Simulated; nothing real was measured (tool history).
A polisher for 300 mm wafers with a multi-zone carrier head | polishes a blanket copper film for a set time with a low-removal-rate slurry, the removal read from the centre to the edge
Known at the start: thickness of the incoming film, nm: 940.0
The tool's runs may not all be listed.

| run | hour | flow of slurry (ml/min) | pressure of the head's centre zone | pressure of the head's middle zone | pressure of the head's edge zone | abrasive content of the slurry | polishing time (s) | film removed at the wafer's centre (angstrom) | film removed at mid-radius (angstrom) | film removed at the wafer's edge (angstrom) |
|---|---|---|---|---|---|---|---|---|---|---|
| 1 | 0.0 | 240 | 1.00 | 1.00 | 1.00 | 1.00 | 59 | 1708.3 | 1702.3 | 1726.6 |
| 2 | 4.0 | 240 | 1.00 | 1.04 | 1.00 | 1.00 | 59 | 1685.8 | 1758.3 | 1746.0 |
| 3 | 7.8 | 240 | 1.00 | 1.04 | 1.00 | 1.20 | 59 | 1792.4 | 1853.1 | 1821.9 |
| 4 | 13.9 | 250 | 1.02 | 1.07 | 1.01 | 1.25 | 60 | 1857.6 | 1931.3 | 1872.4 |
| 5 | 17.6 | 250 | 1.02 | 0.99 | 1.01 | 1.25 | 60 | 1855.8 | 1814.5 | 1860.1 |
| 6 | 26.3 | 250 | 1.02 | 0.99 | 1.05 | 1.25 | 60 | 1838.2 | 1816.3 | 1867.1 |
| 7 | 33.5 | 255 | 1.03 | 1.02 | 1.04 | 1.30 | 62 | 1935.7 | 1965.0 | 1971.8 |
| 8 | 40.3 | 255 | 1.03 | 1.02 | 1.04 | 1.30 | 62 | 1943.8 | 1968.0 | 1948.1 |
| 9 | 43.4 | 260 | 1.04 | 1.04 | 1.04 | 1.35 | 64 | 2053.6 | 2063.7 | 2054.1 |
| 10 | 47.7 | 260 | 1.04 | 1.04 | 1.04 | 1.35 | 64 | 2074.7 | 2068.0 | 2058.3 |
| 11 | 56.1 | 265 | 1.05 | 1.07 | 1.03 | 1.40 | 65 | 2105.3 | 2167.9 | 2091.5 |
| 12 | 64.8 | 270 | 1.07 | 1.09 | 1.03 | 1.40 | 66 | 2197.5 | 2249.0 | 2127.6 |

The next listed run, before its measurement:
| 13 | 73.1 | 275 | 1.08 | 1.11 | 1.04 | 1.40 | 67 | ? | ? | ? |

{"run 13": {"film removed at the wafer's centre (angstrom)": 2264.0, "film removed at mid-radius (angstrom)": 2332.9, "film removed at the wafer's edge (angstrom)": 2180.3}}

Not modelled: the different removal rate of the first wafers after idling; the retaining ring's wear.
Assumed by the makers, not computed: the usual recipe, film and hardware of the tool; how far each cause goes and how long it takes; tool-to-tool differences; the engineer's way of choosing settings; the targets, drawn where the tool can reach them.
